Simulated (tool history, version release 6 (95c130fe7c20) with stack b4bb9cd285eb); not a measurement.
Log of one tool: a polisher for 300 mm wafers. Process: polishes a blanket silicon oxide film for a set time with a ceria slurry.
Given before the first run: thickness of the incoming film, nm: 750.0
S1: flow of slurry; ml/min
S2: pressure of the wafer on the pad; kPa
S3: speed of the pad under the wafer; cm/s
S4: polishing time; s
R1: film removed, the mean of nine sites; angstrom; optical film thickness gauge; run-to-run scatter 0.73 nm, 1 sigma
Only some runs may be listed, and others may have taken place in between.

Run 1, hour 0.0: S1 160 ml/min, S2 16.5 kPa, S3 132 cm/s, S4 26 s. Result: R1 948.17 angstrom.
Run 2, hour 7.5: S1 160 ml/min, S2 16.5 kPa, S3 164 cm/s, S4 26 s. Result: R1 1180.00 angstrom.
Run 3, hour 11.0: S1 160 ml/min, S2 16.5 kPa, S3 164 cm/s, S4 23 s. Result: R1 1049.50 angstrom.
Run 4, hour 15.8: S1 160 ml/min, S2 13.1 kPa, S3 164 cm/s, S4 23 s. Result: R1 842.95 angstrom.
Run 5, hour 21.2: S1 160 ml/min, S2 13.1 kPa, S3 196 cm/s, S4 23 s. Result: R1 986.56 angstrom.
Run 6, hour 25.5: S1 155 ml/min, S2 11.7 kPa, S3 184 cm/s, S4 23 s. Result: R1 823.94 angstrom.
Run 7, hour 31.2: S1 150 ml/min, S2 11.0 kPa, S3 178 cm/s, S4 23 s. Result: R1 762.35 angstrom.
Run 8, hour 39.7: S1 145 ml/min, S2 10.3 kPa, S3 172 cm/s, S4 23 s. Result: R1 697.95 angstrom.
Run 9, hour 47.4: S1 140 ml/min, S2 9.7 kPa, S3 168 cm/s, S4 23 s. Result: R1 632.80 angstrom.
Run 10, hour 54.3: S1 135 ml/min, S2 9.0 kPa, S3 166 cm/s, S4 23 s. Result: R1 582.85 angstrom.
Run 11, hour 61.7: S1 130 ml/min, S2 9.0 kPa, S3 166 cm/s, S4 23 s. Result: R1 572.39 angstrom.

For run 12, what comes out?
Run 12, hour 70.1: S1 125 ml/min, S2 9.0 kPa, S3 166 cm/s, S4 23 s. Result: R1 ?.

R1: 572.06 angstrom
